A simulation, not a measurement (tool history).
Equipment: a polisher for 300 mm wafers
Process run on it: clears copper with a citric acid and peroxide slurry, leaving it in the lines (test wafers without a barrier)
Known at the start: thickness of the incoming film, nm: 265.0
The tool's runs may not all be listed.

run  hour  flow of slurry (ml/min)  pressure of the wafer on the pad (psi)  speed of the pad under the wafer (cm/s)  abrasive content of the slurry  overpolish time after the end point (s)  time until the end point was called (s)  dishing of a wide line in a test structure (nm)
  1     0                      175                                     3.5                                      128                               1                                       16                                   70.263                                           34.316
  2   4.4                      175                                     3.5                                      128                               1                                       11                                   68.747                                           26.064
  3   4.9                      175                                     3.5                                      148                               1                                       11                                   59.872                                           29.249
  4   6.5                      145                                     3.5                                      148                               1                                       11                                   61.449                                           28.216
  5   7.5                      145                                     3.5                                      148                               1                                        7                                   61.825                                               20
  6  14.7                      145                                     3.4                                      148                               1                                        8                                    62.18                                           21.779
  7  20.7                      145                                     3.3                                      148                               1                                        9                                   65.256                                           23.504
  8  28.5                      145                                     3.2                                      148                               1                                        9                                   67.115                                           22.641

Expected results for the next run?
  9  32.1                      145                                     3.1                                      148                               1                                        9                                        ?                                                ?

time until the end point was called (s): 68.892
dishing of a wide line in a test structure (nm): 22.426
